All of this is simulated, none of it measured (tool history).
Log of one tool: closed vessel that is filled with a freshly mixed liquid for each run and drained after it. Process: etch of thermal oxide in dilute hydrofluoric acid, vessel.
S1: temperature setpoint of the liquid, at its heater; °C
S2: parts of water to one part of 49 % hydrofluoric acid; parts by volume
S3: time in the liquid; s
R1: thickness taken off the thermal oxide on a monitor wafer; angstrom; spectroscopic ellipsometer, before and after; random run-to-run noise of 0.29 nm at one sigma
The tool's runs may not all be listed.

{"run": 1, "hour": 0.0, "S1": 26, "S2": 85, "S3": 500, "R1": 342.02}
{"run": 2, "hour": 8.3, "S1": 26, "S2": 70, "S3": 500, "R1": 420.32}
{"run": 3, "hour": 13.0, "S1": 27, "S2": 70, "S3": 500, "R1": 437.09}
{"run": 4, "hour": 20.7, "S1": 28, "S2": 70, "S3": 500, "R1": 453.07}
{"run": 5, "hour": 23.4, "S1": 28, "S2": 70, "S3": 500, "R1": 454.02}
{"run": 6, "hour": 29.0, "S1": 28, "S2": 40, "S3": 500, "R1": 836.29}
{"run": 7, "hour": 34.4, "S1": 24, "S2": 40, "S3": 500, "R1": 706.2}

Estimate the outcome of run 8 from the log above:
{"run": 8, "hour": 38.6, "S1": 20, "S2": 40, "S3": 500, "R1": "?"}

Logged for run 8: R1 600.32 angstrom.
